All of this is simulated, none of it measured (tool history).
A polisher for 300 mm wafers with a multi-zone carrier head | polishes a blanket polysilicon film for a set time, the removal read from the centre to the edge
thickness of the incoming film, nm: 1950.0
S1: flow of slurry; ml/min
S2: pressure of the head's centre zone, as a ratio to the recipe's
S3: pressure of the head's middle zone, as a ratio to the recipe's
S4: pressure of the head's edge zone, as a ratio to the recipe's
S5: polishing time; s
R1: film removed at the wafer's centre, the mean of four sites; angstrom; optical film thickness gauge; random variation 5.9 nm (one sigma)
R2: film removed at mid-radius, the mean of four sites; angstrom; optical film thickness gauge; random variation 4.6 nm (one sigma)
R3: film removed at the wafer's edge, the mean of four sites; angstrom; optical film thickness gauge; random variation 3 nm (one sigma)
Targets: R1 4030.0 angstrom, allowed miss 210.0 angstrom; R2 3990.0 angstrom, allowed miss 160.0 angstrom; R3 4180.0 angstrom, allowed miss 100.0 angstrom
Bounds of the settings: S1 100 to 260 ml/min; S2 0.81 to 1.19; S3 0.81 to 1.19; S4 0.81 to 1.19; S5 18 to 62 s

Run 1, day 0.000: S1 165 ml/min, S2 1.00, S3 1.00, S4 1.00, S5 40 s. Result: R1 2907.4 angstrom, R2 3065.8 angstrom, R3 2859.2 angstrom.
Run 2, day 0.367: S1 170 ml/min, S2 1.00, S3 0.99, S4 1.02, S5 41 s. Result: R1 2863.1 angstrom, R2 3068.2 angstrom, R3 2914.0 angstrom.
Run 3, day 0.408: S1 190 ml/min, S2 1.00, S3 0.99, S4 1.02, S5 41 s. Result: R1 2939.7 angstrom, R2 3098.6 angstrom, R3 2994.6 angstrom.
Run 4, day 0.500: S1 195 ml/min, S2 1.01, S3 0.99, S4 1.03, S5 42 s. Result: R1 3192.1 angstrom, R2 3262.7 angstrom, R3 3086.3 angstrom.
Run 5, day 0.692: S1 195 ml/min, S2 1.01, S3 0.99, S4 1.03, S5 32 s. Result: R1 2409.1 angstrom, R2 2437.1 angstrom, R3 2335.6 angstrom.
Run 6, day 0.758: S1 195 ml/min, S2 1.01, S3 0.98, S4 1.04, S5 35 s. Result: R1 2652.3 angstrom, R2 2651.1 angstrom, R3 2571.2 angstrom.
Run 7, day 0.958: S1 195 ml/min, S2 1.01, S3 0.98, S4 1.06, S5 37 s. Result: R1 2747.4 angstrom, R2 2759.4 angstrom, R3 2747.5 angstrom.
Run 8, day 1.279: S1 195 ml/min, S2 1.01, S3 0.98, S4 1.06, S5 37 s. Result: R1 2811.7 angstrom, R2 2790.9 angstrom, R3 2743.7 angstrom.
Run 9, day 1.550: S1 195 ml/min, S2 1.01, S3 0.98, S4 1.07, S5 39 s. Result: R1 2863.9 angstrom, R2 2954.3 angstrom, R3 2917.3 angstrom.
Run 10, day 1.921: S1 200 ml/min, S2 1.02, S3 0.98, S4 1.08, S5 40 s. Result: R1 2990.6 angstrom, R2 3041.2 angstrom, R3 2993.0 angstrom.
Run 11, day 1.975: S1 205 ml/min, S2 1.01, S3 0.94, S4 1.18, S5 51 s. Result: R1 3966.9 angstrom, R2 3771.8 angstrom, R3 4044.4 angstrom.
Run 12, day 2.246: S1 210 ml/min, S2 1.01, S3 0.94, S4 1.18, S5 51 s. Result: R1 3720.2 angstrom, R2 3826.8 angstrom, R3 4035.8 angstrom.
Run 13, day 2.379: S1 210 ml/min, S2 1.02, S3 0.94, S4 1.18, S5 51 s. Result: R1 3963.8 angstrom, R2 3787.0 angstrom, R3 4054.6 angstrom.

Which of these 5 next moves meets every target?
Run A, day 2.512: S1 185 ml/min, S2 0.95, S3 0.82, S4 1.19, S5 53 s. Result: R1 ?, R2 ?, R3 ?.
Run B, day 2.512: S1 220 ml/min, S2 1.03, S3 1.01, S4 1.12, S5 51 s. Result: R1 ?, R2 ?, R3 ?.
Run C, day 2.512: S1 190 ml/min, S2 1.07, S3 0.84, S4 1.19, S5 52 s. Result: R1 ?, R2 ?, R3 ?.
Run D, day 2.512: S1 260 ml/min, S2 1.03, S3 1.15, S4 1.07, S5 48 s. Result: R1 ?, R2 ?, R3 ?.
Run E, day 2.512: S1 225 ml/min, S2 0.98, S3 0.91, S4 1.11, S5 54 s. Result: R1 ?, R2 ?, R3 ?.

move      R1      R2      R3
   A  3701.5  3599.0  4229.7
   B  3968.1  4067.5  4003.2
   C  4111.6  3597.2  4160.3
   D  3818.5  4274.5  3729.7
   E  4006.0  4025.8  4232.6
A: further off than the last run
B: brings the result that was furthest off to its target, and leaves another outside
C: further off than the last run
D: takes the result that was furthest off past its target
E: meets every target
Answer: E

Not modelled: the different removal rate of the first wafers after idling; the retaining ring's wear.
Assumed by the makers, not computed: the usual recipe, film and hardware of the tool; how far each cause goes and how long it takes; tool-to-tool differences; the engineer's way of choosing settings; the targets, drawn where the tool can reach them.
